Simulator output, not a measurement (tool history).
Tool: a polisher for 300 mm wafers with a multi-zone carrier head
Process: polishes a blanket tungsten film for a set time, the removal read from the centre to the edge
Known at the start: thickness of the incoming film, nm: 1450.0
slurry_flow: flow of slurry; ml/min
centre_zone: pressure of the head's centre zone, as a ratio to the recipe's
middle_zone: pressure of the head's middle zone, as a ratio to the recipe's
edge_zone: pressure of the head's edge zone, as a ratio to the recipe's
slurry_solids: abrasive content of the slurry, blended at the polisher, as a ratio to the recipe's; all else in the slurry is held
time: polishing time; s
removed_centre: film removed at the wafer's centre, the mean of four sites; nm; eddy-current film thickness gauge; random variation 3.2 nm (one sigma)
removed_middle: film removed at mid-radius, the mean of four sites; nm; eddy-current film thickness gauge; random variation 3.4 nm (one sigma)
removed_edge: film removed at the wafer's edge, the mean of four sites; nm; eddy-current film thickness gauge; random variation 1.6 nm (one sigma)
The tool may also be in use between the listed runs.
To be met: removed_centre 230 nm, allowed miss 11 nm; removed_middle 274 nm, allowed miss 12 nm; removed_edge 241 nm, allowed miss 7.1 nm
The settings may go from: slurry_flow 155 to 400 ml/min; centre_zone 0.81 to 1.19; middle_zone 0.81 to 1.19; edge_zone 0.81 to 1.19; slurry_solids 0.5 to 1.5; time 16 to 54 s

run	day	slurry_flow	centre_zone	middle_zone	edge_zone	slurry_solids	time	removed_centre	removed_middle	removed_edge
1	0	255	1	1	1	1	35	211.48	220.15	213.45
2	0.175	255	1	1	0.93	1	35	219.33	221.43	209.43
3	0.229	260	0.99	1.03	0.96	1.1	35	221.35	229.12	216.06
4	0.442	260	0.99	1.03	0.96	1.25	35	229.91	246.12	224.2
5	0.662	265	0.98	1.05	0.98	1.3	35	226.19	248.12	227.85
6	0.688	265	0.98	0.99	0.98	1.3	35	223.02	231.32	227.47
7	0.796	265	0.98	1.03	1	1.35	35	230.27	241.24	228.87
8	0.904	295	0.88	1.13	1.06	1.5	36	220.5	275.61	254.06
9	1.058	295	0.9	1.13	1.04	1.5	36	229.48	284.29	246.79

4 next moves are on the table. One of them brings every result within its allowed miss. Which?
A	1.212	235	0.88	1.02	1.14	1.4	39	?	?	?
B	1.212	305	0.82	1.14	1.11	1.3	38	?	?	?
C	1.212	325	0.86	1.08	1.05	1.5	37	?	?	?
D	1.212	240	0.95	1.14	1.03	1.5	36	?	?	?

move	removed_centre	removed_middle	removed_edge
A	230.69	265.83	268.71
B	212.88	288.55	260.11
C	226.58	279.34	258.18
D	234.84	275.08	242.9
A: brings the result that was furthest off to its target, and leaves another outside
B: further off than the last run
C: brings the result that was furthest off to its target, and leaves another outside
D: meets every target
The right move is D.
